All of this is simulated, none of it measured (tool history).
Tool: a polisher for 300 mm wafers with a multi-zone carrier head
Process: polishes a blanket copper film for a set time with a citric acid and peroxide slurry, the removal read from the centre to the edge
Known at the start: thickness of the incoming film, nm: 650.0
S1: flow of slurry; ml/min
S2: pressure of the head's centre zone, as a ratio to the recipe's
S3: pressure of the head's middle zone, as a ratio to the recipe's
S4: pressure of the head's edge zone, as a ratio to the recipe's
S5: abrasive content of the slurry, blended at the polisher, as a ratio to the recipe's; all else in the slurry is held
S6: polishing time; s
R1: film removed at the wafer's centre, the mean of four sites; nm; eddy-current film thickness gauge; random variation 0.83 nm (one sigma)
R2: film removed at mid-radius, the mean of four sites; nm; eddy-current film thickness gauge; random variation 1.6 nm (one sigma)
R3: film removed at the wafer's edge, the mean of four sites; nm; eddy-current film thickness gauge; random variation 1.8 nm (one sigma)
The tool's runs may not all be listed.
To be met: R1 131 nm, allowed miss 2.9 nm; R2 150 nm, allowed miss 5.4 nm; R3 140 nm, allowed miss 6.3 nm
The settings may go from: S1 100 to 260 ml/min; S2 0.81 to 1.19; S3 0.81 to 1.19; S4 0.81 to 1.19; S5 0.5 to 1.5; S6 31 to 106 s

| run | hour | S1 | S2 | S3 | S4 | S5 | S6 | R1 | R2 | R3 |
|---|---|---|---|---|---|---|---|---|---|---|
| 1 | 0 | 165 | 1 | 1 | 1 | 1 | 68 | 174.19 | 181.5 | 177.02 |
| 2 | 6.5 | 160 | 0.97 | 0.99 | 0.96 | 0.9 | 68 | 164.76 | 171.5 | 170.86 |
| 3 | 7.6 | 190 | 0.97 | 0.99 | 0.96 | 0.9 | 68 | 172.09 | 179.17 | 175.48 |
| 4 | 15.4 | 160 | 0.97 | 0.99 | 0.96 | 0.9 | 68 | 164.42 | 172.49 | 173.19 |
| 5 | 18.5 | 165 | 0.96 | 1.01 | 0.93 | 0.8 | 66 | 154.7 | 167.78 | 161.21 |
| 6 | 19.9 | 165 | 1.01 | 1.01 | 0.93 | 0.8 | 66 | 166.7 | 165.72 | 164.57 |
| 7 | 23.5 | 165 | 1.01 | 1.01 | 0.93 | 0.8 | 66 | 165.38 | 164.38 | 160.28 |
| 8 | 27.6 | 155 | 0.99 | 1.02 | 0.91 | 0.75 | 66 | 159.69 | 164.66 | 159.58 |
| 9 | 36.5 | 155 | 0.97 | 1.02 | 0.89 | 0.7 | 65 | 150.65 | 162.54 | 152 |
| 10 | 44.2 | 145 | 0.96 | 1.01 | 0.88 | 0.7 | 65 | 147.45 | 159.32 | 150.59 |
| 11 | 46.4 | 135 | 0.95 | 1 | 0.87 | 0.7 | 65 | 144.6 | 155.38 | 147.59 |
| 12 | 47.6 | 130 | 0.94 | 1 | 0.86 | 0.7 | 65 | 141.36 | 153.73 | 149.3 |
| 13 | 50.1 | 130 | 0.93 | 1 | 0.85 | 0.65 | 65 | 137.2 | 150.36 | 146.33 |
| 14 | 52.3 | 125 | 0.93 | 1.01 | 0.84 | 0.65 | 65 | 135.72 | 150.58 | 143.98 |
| 15 | 59.2 | 120 | 0.93 | 1.02 | 0.83 | 0.65 | 65 | 136.35 | 150.3 | 140.25 |
| 16 | 59.9 | 115 | 0.92 | 1.02 | 0.84 | 0.65 | 65 | 133.21 | 149.52 | 142.36 |

Which of these 5 next moves meets every target?
| A | 60.6 | 120 | 0.92 | 0.89 | 0.82 | 0.75 | 63 | ? | ? | ? |
| B | 60.6 | 130 | 0.96 | 1.01 | 0.85 | 0.85 | 60 | ? | ? | ? |
| C | 60.6 | 115 | 0.91 | 0.81 | 0.92 | 0.5 | 70 | ? | ? | ? |
| D | 60.6 | 130 | 0.95 | 1.03 | 0.81 | 0.75 | 63 | ? | ? | ? |
| E | 60.6 | 135 | 0.93 | 1.06 | 0.91 | 0.6 | 62 | ? | ? | ? |

| move | R1 | R2 | R3 |
|---|---|---|---|
| A | 135.11 | 138.13 | 144.09 |
| B | 139.26 | 146.68 | 143.06 |
| C | 138.2 | 135.59 | 155.97 |
| D | 141.66 | 152.6 | 144.56 |
| E | 132.51 | 148.32 | 143.61 |
A: further off than the last run
B: further off than the last run
C: further off than the last run
D: further off than the last run
E: meets every target
Answer: E

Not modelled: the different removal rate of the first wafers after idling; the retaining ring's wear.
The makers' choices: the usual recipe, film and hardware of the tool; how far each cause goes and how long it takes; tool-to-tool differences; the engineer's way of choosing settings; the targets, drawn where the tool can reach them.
